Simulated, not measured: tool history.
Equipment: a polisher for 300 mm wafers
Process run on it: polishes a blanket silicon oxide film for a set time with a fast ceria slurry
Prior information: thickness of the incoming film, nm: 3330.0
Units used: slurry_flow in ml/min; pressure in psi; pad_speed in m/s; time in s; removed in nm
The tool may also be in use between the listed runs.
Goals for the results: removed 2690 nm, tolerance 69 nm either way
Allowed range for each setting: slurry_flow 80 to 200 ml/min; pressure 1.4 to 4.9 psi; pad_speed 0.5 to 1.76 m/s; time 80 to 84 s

run,hour,slurry_flow,pressure,pad_speed,time,removed
1,0,130,3.1,1.12,80,1254.7
2,8.9,130,3.1,0.98,80,1143.3
3,11.6,130,3.1,1.2,80,1318.5
4,14.2,130,2.7,1.2,80,1177.9
5,19.2,130,3.4,1.2,80,1449.1
6,24.6,110,3.4,1.2,80,1393
7,31.1,115,3.6,1.22,80,1499.2
8,33.3,120,3.7,1.24,80,1563.9
# hour 37.3: worn pad replaced by a new one
9,37.3,125,3.8,1.26,80,1754.5
10,41.6,130,3.9,1.26,80,1844.2
11,42.2,135,3.9,1.26,80,1837.5
12,43.2,135,3.9,1.26,80,1845.2
13,44.2,140,4,1.26,80,1888.4
14,47.5,145,4.1,1.26,80,1965.1
15,53.6,150,4.2,1.26,80,2028.6
16,55.4,155,4.3,1.26,80,2037.6
17,61.5,155,4.9,1.4,80,2552.9
18,69,165,4.9,1.42,80,2615.6

Which one of the following 5 next-run settings gets every result inside its allowed miss? There is exactly one.
A,76.5,180,4.9,1.32,81,?
B,76.5,165,4.8,1.34,82,?
C,76.5,135,4.9,1.6,83,?
D,76.5,175,4.9,1.26,84,?
E,76.5,175,4.8,1.44,83,?

move,removed
A,2509.6
B,2488
C,2870.1
D,2494
E,2699.6
A: moves away from the targets compared with the last run
B: moves away from the targets compared with the last run
C: takes the result that was furthest off past its target
D: moves away from the targets compared with the last run
E: every result within its allowed miss
The move that meets every target is E.
